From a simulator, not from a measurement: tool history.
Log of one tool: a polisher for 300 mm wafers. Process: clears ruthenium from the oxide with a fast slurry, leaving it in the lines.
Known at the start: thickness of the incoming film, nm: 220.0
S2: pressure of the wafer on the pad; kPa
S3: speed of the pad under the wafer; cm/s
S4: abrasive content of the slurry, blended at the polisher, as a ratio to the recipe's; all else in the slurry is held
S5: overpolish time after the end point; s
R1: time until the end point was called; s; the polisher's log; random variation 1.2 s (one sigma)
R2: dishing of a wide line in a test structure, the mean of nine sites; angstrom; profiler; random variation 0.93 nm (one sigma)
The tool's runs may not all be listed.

Run 1, hour 0: flow of slurry (ml/min) 215, S2 20 kPa, S3 80 cm/s, S4 1, S5 25 s. Result: R1 67.691 s, R2 591.21 angstrom.
Run 2, hour 2.3: flow of slurry (ml/min) 215, S2 19.3 kPa, S3 80 cm/s, S4 1, S5 25 s. Result: R1 72.095 s, R2 563.04 angstrom.
Run 3, hour 10.1: flow of slurry (ml/min) 215, S2 20.7 kPa, S3 80 cm/s, S4 1, S5 25 s. Result: R1 64.387 s, R2 605.17 angstrom.
Run 4, hour 14.9: flow of slurry (ml/min) 215, S2 20.7 kPa, S3 80 cm/s, S4 0.9, S5 25 s. Result: R1 69.65 s, R2 596.79 angstrom.
Run 5, hour 21.1: flow of slurry (ml/min) 215, S2 20 kPa, S3 80 cm/s, S4 0.9, S5 25 s. Result: R1 74.093 s, R2 580.05 angstrom.
Run 6, hour 25.8: flow of slurry (ml/min) 185, S2 20 kPa, S3 80 cm/s, S4 0.9, S5 25 s. Result: R1 73.481 s, R2 544.99 angstrom.
Run 7, hour 31: flow of slurry (ml/min) 185, S2 19.3 kPa, S3 80 cm/s, S4 0.9, S5 26 s. Result: R1 75.916 s, R2 566.25 angstrom.
Run 8, hour 37.9: flow of slurry (ml/min) 185, S2 18.6 kPa, S3 80 cm/s, S4 0.9, S5 26 s. Result: R1 79.412 s, R2 547.7 angstrom.

The next listed run, before its measurement:
Run 9, hour 45.3: flow of slurry (ml/min) 185, S2 17.2 kPa, S3 80 cm/s, S4 0.9, S5 27 s. Result: R1 ?, R2 ?.

{"run 9": {"R1": 84.503, "R2": 510.21}}
